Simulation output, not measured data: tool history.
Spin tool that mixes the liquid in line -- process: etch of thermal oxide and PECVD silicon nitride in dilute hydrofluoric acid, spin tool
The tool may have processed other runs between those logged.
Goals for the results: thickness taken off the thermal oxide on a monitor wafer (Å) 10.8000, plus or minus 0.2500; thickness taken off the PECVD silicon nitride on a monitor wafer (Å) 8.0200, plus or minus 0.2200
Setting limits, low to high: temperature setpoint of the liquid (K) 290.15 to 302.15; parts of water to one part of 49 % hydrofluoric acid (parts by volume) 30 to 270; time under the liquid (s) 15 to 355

run	hour	temperature setpoint of the liquid (K)	parts of water to one part of 49 % hydrofluoric acid (parts by volume)	time under the liquid (s)	thickness taken off the thermal oxide on a monitor wafer (Å)	thickness taken off the PECVD silicon nitride on a monitor wafer (Å)
1	0.0	294.15	150	180	38.0490	27.7940
2	8.4	293.65	165	175	32.3560	23.6460
3	11.7	293.15	180	170	27.9060	20.4110
4	14.6	293.15	145	170	36.0320	25.3450
5	23.2	292.65	165	165	29.2890	20.9230
6	30.9	292.15	180	160	25.2820	18.0670
7	33.8	291.65	195	155	21.5870	15.6050
8	35.5	291.65	205	150	19.9710	14.4300
9	43.1	291.65	215	145	18.0950	13.3450
10	49.6	291.65	220	140	16.9090	12.6380
11	56.1	291.65	225	135	16.0910	11.8620
12	59.5	290.15	270	135	12.0350	9.0195
13	67.5	290.15	270	130	11.6200	8.7172
14	69.6	290.15	270	110	9.8081	7.3768
# hour 70.4: hydrofluoric acid flow meter replaced
15	70.4	290.15	265	110	11.3270	8.0732

Exactly one of the 4 candidate moves below puts every result within its allowed miss. Which one?
A	71.2	290.15	255	105	?	?
B	71.2	290.15	180	75	?	?
C	71.2	290.65	270	105	?	?
D	71.2	290.15	205	85	?	?

move	thickness taken off the thermal oxide on a monitor wafer (Å)	thickness taken off the PECVD silicon nitride on a monitor wafer (Å)
A	11.2750	8.1497
B	12.2060	8.1231
C	10.7160	7.9764
D	11.8700	8.1268
A: nearer than the last run, and not there yet
B: lands further from the targets than the last run did
C: every result within its allowed miss
D: lands further from the targets than the last run did
Move C is the one to make.

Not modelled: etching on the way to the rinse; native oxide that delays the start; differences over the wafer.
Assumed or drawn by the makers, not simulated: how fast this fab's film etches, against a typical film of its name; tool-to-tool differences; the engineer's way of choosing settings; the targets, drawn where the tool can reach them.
